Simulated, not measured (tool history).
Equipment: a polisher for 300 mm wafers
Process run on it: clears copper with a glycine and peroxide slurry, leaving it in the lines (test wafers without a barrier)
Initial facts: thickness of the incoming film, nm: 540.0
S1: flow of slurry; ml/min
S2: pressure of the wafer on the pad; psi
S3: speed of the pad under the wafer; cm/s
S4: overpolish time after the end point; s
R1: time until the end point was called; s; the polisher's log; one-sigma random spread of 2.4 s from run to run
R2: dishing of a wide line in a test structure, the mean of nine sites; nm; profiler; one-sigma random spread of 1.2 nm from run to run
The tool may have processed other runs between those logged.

run 1 hour=0.0 | S1=245 S2=3.4 S3=114 S4=22 | R1=84.018 R2=90.771
run 2 hour=2.9 | S1=245 S2=3.2 S3=112 S4=24 | R1=84.855 R2=93.873
run 3 hour=10.6 | S1=245 S2=3.2 S3=112 S4=28 | R1=86.930 R2=102.790
run 4 hour=16.6 | S1=245 S2=2.9 S3=110 S4=30 | R1=95.877 R2=102.940
run 5 hour=25.2 | S1=245 S2=2.7 S3=110 S4=31 | R1=96.776 R2=101.130
run 6 hour=29.5 | S1=245 S2=2.5 S3=108 S4=32 | R1=104.650 R2=101.290

Forecast run 7:
run 7 hour=33.6 | S1=245 S2=2.4 S3=108 S4=32 | R1=? R2=?

R1: 100.990 s
R2: 98.427 nm
